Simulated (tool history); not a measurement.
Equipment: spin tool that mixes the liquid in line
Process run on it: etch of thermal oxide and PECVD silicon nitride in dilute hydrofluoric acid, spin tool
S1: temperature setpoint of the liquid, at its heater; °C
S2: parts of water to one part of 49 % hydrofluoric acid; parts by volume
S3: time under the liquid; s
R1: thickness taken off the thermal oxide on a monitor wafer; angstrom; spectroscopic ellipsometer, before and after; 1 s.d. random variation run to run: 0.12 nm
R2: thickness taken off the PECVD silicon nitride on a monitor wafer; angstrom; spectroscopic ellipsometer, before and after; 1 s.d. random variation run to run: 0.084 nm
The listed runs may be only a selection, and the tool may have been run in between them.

run	hour	S1	S2	S3	R1	R2
1	0.0	22.0	155	180	49.723	18.594
2	6.2	22.0	155	120	33.058	12.570
3	12.5	22.0	155	190	52.819	19.771
4	14.1	22.0	105	190	82.819	28.996
5	15.3	22.0	105	125	54.788	19.827
6	20.8	22.0	80	125	72.438	25.901
7	24.8	22.5	65	135	100.820	35.124
8	26.6	26.5	30	120	241.510	85.410
9	32.2	26.0	30	120	237.920	83.941
10	40.7	25.5	30	120	230.720	81.819
11	49.5	25.0	30	120	223.990	77.373
12	57.1	25.0	30	120	230.350	77.424

Run 13, settings as shown, results not yet in. Your forecast:
13	65.9	24.5	35	120	?	?

R1: 190.180 angstrom
R2: 63.809 angstrom

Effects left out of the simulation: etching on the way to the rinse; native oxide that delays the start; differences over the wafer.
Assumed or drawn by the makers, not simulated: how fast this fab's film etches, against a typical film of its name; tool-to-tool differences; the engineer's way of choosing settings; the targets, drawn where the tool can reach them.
